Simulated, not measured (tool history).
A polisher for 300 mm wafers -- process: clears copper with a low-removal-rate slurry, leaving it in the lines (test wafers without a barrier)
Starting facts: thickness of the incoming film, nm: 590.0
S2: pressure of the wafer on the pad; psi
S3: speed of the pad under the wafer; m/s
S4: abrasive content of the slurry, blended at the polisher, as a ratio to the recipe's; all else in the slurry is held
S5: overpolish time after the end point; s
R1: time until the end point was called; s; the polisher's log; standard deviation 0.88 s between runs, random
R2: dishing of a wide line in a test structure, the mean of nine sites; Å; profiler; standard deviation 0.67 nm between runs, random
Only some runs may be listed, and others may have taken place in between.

run 1 day=0 | flow_of_slurry_(ml/min)=175 S2=3.4 S3=1.08 S4=1 S5=10 | R1=120.95 R2=269.41
run 2 day=0.233 | flow_of_slurry_(ml/min)=175 S2=3.7 S3=1.08 S4=1 S5=11 | R1=110.68 R2=328.7
run 3 day=0.358 | flow_of_slurry_(ml/min)=160 S2=3.7 S3=1.08 S4=1 S5=11 | R1=114.62 R2=324.8
run 4 day=0.396 | flow_of_slurry_(ml/min)=160 S2=3.7 S3=1.08 S4=1 S5=15 | R1=115.62 R2=415.74
run 5 day=0.721 | flow_of_slurry_(ml/min)=140 S2=3.7 S3=1.08 S4=1 S5=15 | R1=119.8 R2=397.93
run 6 day=1.017 | flow_of_slurry_(ml/min)=140 S2=3.7 S3=1.08 S4=1.15 S5=15 | R1=114.47 R2=417.8

What will run 7 give?
run 7 day=1.308 | flow_of_slurry_(ml/min)=160 S2=3.8 S3=1.08 S4=1.15 S5=15 | R1=? R2=?

{"run 7": {"R1": 107, "R2": 425.14}}

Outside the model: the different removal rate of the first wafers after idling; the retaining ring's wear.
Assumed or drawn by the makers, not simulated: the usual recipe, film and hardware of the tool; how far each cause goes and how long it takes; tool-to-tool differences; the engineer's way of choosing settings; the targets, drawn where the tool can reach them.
